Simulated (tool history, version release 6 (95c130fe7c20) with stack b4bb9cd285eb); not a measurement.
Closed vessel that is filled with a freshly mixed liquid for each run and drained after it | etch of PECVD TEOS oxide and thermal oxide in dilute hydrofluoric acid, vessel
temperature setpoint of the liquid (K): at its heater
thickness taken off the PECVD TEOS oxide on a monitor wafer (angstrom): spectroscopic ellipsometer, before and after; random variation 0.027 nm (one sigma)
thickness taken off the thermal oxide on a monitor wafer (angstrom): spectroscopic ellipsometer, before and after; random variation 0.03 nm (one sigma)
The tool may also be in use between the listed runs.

run	hour	temperature setpoint of the liquid (K)	parts of water to one part of 49 % hydrofluoric acid (parts by volume)	time in the liquid (s)	thickness taken off the PECVD TEOS oxide on a monitor wafer (angstrom)	thickness taken off the thermal oxide on a monitor wafer (angstrom)
1	0	294.15	135	80	75.088	24.677
2	8.6	297.15	135	80	84.55	28.303
3	11.8	295.65	135	80	80.87	26.435
4	18.7	294.15	140	80	72.53	23.968
5	26.1	294.15	95	80	112.3	36.816
6	33.7	293.15	95	80	108.31	35.335
7	37.1	292.15	110	80	87.414	29.553
8	44	291.65	120	80	78.148	24.897
9	48.5	291.65	130	80	71.21	23.942
10	52.4	291.15	135	80	67.403	21.964

Run 11 comes next. What will it give?
11	54.5	290.65	135	80	?	?

Run 11 gave thickness taken off the PECVD TEOS oxide on a monitor wafer (angstrom) 65.292, thickness taken off the thermal oxide on a monitor wafer (angstrom) 22.058.

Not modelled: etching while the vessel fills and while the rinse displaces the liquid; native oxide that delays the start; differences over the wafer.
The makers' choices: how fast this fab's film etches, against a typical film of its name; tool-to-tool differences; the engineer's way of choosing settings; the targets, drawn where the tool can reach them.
